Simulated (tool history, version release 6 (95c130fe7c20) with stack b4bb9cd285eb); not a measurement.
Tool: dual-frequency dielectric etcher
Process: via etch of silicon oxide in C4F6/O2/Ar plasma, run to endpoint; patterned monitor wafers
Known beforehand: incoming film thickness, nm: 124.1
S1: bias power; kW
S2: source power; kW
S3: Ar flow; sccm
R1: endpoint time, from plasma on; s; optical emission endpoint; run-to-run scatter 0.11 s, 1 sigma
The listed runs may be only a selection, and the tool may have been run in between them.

Run 1, hour 0.0: S1 0.465 kW, S2 0.290 kW, S3 382 sccm. Result: R1 35.838 s.
Run 2, hour 2.8: S1 0.515 kW, S2 0.300 kW, S3 377 sccm. Result: R1 33.720 s.
Run 3, hour 7.2: S1 0.578 kW, S2 0.300 kW, S3 377 sccm. Result: R1 32.439 s.
Run 4, hour 16.1: S1 0.578 kW, S2 0.320 kW, S3 377 sccm. Result: R1 31.805 s.
Run 5, hour 24.2: S1 0.578 kW, S2 0.280 kW, S3 377 sccm. Result: R1 33.213 s.
Run 6, hour 25.4: S1 0.600 kW, S2 0.290 kW, S3 371 sccm. Result: R1 32.348 s.

The next listed run, before its measurement:
Run 7, hour 26.1: S1 0.616 kW, S2 0.300 kW, S3 367 sccm. Result: R1 ?.

R1: 31.632 s

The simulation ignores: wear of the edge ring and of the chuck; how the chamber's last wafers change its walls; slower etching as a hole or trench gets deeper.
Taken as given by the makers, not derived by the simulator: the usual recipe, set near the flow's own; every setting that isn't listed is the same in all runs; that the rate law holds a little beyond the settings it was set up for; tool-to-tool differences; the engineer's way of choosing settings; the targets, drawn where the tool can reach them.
